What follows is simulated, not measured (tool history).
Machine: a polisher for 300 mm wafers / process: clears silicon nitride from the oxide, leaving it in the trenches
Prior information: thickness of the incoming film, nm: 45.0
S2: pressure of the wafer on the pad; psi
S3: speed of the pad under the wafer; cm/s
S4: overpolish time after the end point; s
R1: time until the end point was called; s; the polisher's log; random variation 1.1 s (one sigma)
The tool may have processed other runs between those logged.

Run 1, day 0: flow of slurry (ml/min) 290, S2 2.2 psi, S3 90 cm/s, S4 6 s. Result: R1 80.783 s.
Run 2, day 0.171: flow of slurry (ml/min) 290, S2 2.2 psi, S3 90 cm/s, S4 6 s. Result: R1 80.048 s.
Run 3, day 0.25: flow of slurry (ml/min) 290, S2 1.9 psi, S3 90 cm/s, S4 6 s. Result: R1 91.69 s.
Run 4, day 0.346: flow of slurry (ml/min) 290, S2 1.9 psi, S3 102 cm/s, S4 6 s. Result: R1 82.808 s.
Run 5, day 0.371: flow of slurry (ml/min) 290, S2 1.6 psi, S3 102 cm/s, S4 6 s. Result: R1 96.42 s.
Run 6, day 0.746: flow of slurry (ml/min) 290, S2 1.9 psi, S3 102 cm/s, S4 6 s. Result: R1 81.88 s.
Run 7, day 0.867: flow of slurry (ml/min) 290, S2 1.7 psi, S3 102 cm/s, S4 6 s. Result: R1 89.796 s.
Run 8, day 1.15: flow of slurry (ml/min) 290, S2 1.5 psi, S3 102 cm/s, S4 6 s. Result: R1 101.05 s.

Run 9, settings as shown, results not yet in. Your forecast:
Run 9, day 1.521: flow of slurry (ml/min) 290, S2 1.4 psi, S3 102 cm/s, S4 6 s. Result: R1 ?.

R1: 108.04 s
